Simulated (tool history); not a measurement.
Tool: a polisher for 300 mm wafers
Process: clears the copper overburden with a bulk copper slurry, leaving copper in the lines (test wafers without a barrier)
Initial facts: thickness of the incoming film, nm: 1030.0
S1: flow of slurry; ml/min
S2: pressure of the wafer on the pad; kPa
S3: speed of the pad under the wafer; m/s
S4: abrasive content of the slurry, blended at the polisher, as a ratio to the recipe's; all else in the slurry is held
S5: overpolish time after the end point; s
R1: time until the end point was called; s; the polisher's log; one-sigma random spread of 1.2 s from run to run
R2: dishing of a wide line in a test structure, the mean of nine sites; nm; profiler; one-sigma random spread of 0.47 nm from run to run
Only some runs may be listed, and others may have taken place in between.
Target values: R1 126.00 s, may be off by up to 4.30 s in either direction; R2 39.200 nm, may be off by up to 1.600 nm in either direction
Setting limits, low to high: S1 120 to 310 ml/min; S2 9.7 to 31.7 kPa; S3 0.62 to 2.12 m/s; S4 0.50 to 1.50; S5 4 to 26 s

| run | hour | S1 | S2 | S3 | S4 | S5 | R1 | R2 |
|---|---|---|---|---|---|---|---|---|
| 1 | 0.0 | 200 | 20.7 | 1.36 | 1.00 | 13 | 101.68 | 73.435 |
| 2 | 8.2 | 200 | 20.0 | 1.36 | 1.00 | 12 | 106.14 | 68.899 |
| 3 | 12.1 | 200 | 20.0 | 1.10 | 1.00 | 12 | 125.55 | 58.880 |
| 4 | 20.6 | 200 | 15.9 | 1.10 | 1.00 | 12 | 147.67 | 54.573 |
| 5 | 26.8 | 205 | 16.5 | 1.08 | 1.00 | 11 | 145.36 | 50.713 |
| 6 | 33.7 | 210 | 17.2 | 1.08 | 1.00 | 10 | 140.06 | 49.223 |
| 7 | 36.4 | 215 | 17.2 | 1.08 | 1.00 | 9 | 137.30 | 43.466 |
| 8 | 40.0 | 220 | 17.2 | 1.08 | 1.00 | 9 | 139.71 | 45.540 |
|  | 41.1 | slurry blender recalibrated |
| 9 | 41.1 | 225 | 18.6 | 1.06 | 1.00 | 7 | 131.63 | 38.137 |

Which single option among these 4 for the next run brings every result within its allowed miss of target? Just one does.
| A | 42.2 | 210 | 20.7 | 1.14 | 1.10 | 7 | ? | ? |
| B | 42.2 | 240 | 16.5 | 1.20 | 0.80 | 7 | ? | ? |
| C | 42.2 | 215 | 24.8 | 1.00 | 1.10 | 7 | ? | ? |
| D | 42.2 | 175 | 15.2 | 1.22 | 0.85 | 8 | ? | ? |

| move | R1 | R2 |
|---|---|---|
| A | 115.87 | 42.150 |
| B | 129.21 | 38.308 |
| C | 116.99 | 42.073 |
| D | 137.36 | 40.511 |
A: carries the result that was furthest off beyond its target, to the other side
B: all results land within tolerance of their targets
C: carries the result that was furthest off beyond its target, to the other side
D: moves away from the targets compared with the last run
Move B is the one to make.

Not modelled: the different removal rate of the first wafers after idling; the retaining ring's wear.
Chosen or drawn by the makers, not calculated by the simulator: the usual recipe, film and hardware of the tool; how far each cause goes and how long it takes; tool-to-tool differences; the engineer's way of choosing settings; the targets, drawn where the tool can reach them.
